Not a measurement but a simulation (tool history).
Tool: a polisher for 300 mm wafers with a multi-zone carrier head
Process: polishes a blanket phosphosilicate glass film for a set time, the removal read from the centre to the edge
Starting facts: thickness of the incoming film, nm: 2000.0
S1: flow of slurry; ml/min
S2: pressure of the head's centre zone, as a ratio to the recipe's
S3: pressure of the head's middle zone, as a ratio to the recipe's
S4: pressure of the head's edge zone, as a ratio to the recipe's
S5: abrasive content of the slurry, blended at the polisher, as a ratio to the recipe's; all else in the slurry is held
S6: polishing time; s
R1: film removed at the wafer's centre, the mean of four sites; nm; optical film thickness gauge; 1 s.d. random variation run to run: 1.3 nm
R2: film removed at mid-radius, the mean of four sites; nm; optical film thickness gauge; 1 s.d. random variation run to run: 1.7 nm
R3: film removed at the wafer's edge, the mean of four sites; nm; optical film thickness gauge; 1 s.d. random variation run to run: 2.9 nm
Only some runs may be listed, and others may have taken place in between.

{"run": 1, "day": 0.0, "S1": 235, "S2": 1.0, "S3": 1.0, "S4": 1.0, "S5": 1.0, "S6": 32, "R1": 237.06, "R2": 233.56, "R3": 242.81}
{"run": 2, "day": 0.071, "S1": 235, "S2": 1.0, "S3": 1.0, "S4": 0.92, "S5": 1.0, "S6": 32, "R1": 239.62, "R2": 234.9, "R3": 236.22}
{"run": 3, "day": 0.308, "S1": 235, "S2": 1.0, "S3": 1.0, "S4": 0.92, "S5": 0.9, "S6": 32, "R1": 228.3, "R2": 222.09, "R3": 223.36}
{"run": 4, "day": 0.6, "S1": 235, "S2": 0.97, "S3": 1.01, "S4": 0.98, "S5": 0.95, "S6": 32, "R1": 226.79, "R2": 229.54, "R3": 228.44}
{"run": 5, "day": 0.917, "S1": 235, "S2": 0.97, "S3": 1.01, "S4": 1.02, "S5": 0.95, "S6": 32, "R1": 225.49, "R2": 231.8, "R3": 240.01}
{"run": 6, "day": 0.967, "S1": 230, "S2": 0.95, "S3": 1.02, "S4": 1.05, "S5": 0.95, "S6": 32, "R1": 220.81, "R2": 231.48, "R3": 242.37}
{"run": 7, "day": 1.054, "S1": 230, "S2": 0.94, "S3": 1.03, "S4": 1.07, "S5": 0.95, "S6": 32, "R1": 218.53, "R2": 232.13, "R3": 241.28}
{"run": 8, "day": 1.133, "S1": 230, "S2": 0.93, "S3": 1.04, "S4": 1.1, "S5": 0.95, "S6": 32, "R1": 216.96, "R2": 238.17, "R3": 246.8}

Run 9 is up next; what results do you expect?
{"run": 9, "day": 1.204, "S1": 230, "S2": 0.91, "S3": 1.04, "S4": 1.14, "S5": 0.95, "S6": 32, "R1": "?", "R2": "?", "R3": "?"}

Run 9 yielded R1 212.25 nm, R2 235.03 nm, R3 253.99 nm.
